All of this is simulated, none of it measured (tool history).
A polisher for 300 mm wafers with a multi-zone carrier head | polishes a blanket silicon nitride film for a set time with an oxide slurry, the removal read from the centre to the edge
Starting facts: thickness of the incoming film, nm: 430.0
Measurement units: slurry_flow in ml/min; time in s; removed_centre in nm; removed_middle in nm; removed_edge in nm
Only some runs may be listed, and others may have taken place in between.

run 1 hour=0.0 | slurry_flow=135 centre_zone=1.00 middle_zone=1.00 edge_zone=1.00 slurry_solids=1.00 time=39 | removed_centre=25.147 removed_middle=25.469 removed_edge=25.024
run 2 hour=7.6 | slurry_flow=135 centre_zone=1.00 middle_zone=1.00 edge_zone=1.00 slurry_solids=1.20 time=39 | removed_centre=27.214 removed_middle=28.018 removed_edge=27.109
run 3 hour=16.1 | slurry_flow=135 centre_zone=1.00 middle_zone=0.95 edge_zone=1.00 slurry_solids=1.20 time=39 | removed_centre=27.023 removed_middle=26.797 removed_edge=26.707
run 4 hour=23.2 | slurry_flow=140 centre_zone=1.02 middle_zone=0.94 edge_zone=1.03 slurry_solids=1.25 time=39 | removed_centre=28.162 removed_middle=27.521 removed_edge=27.503
run 5 hour=29.0 | slurry_flow=140 centre_zone=1.04 middle_zone=0.92 edge_zone=1.05 slurry_solids=1.30 time=40 | removed_centre=30.066 removed_middle=28.280 removed_edge=28.969
run 6 hour=30.5 | slurry_flow=140 centre_zone=1.04 middle_zone=0.86 edge_zone=1.05 slurry_solids=1.30 time=40 | removed_centre=29.670 removed_middle=26.752 removed_edge=28.549

Run 7, settings as shown, results not yet in. Your forecast:
run 7 hour=37.7 | slurry_flow=140 centre_zone=1.05 middle_zone=0.86 edge_zone=1.07 slurry_solids=1.35 time=40 | removed_centre=? removed_middle=? removed_edge=?

removed_centre: 30.947 nm
removed_middle: 27.256 nm
removed_edge: 30.292 nm
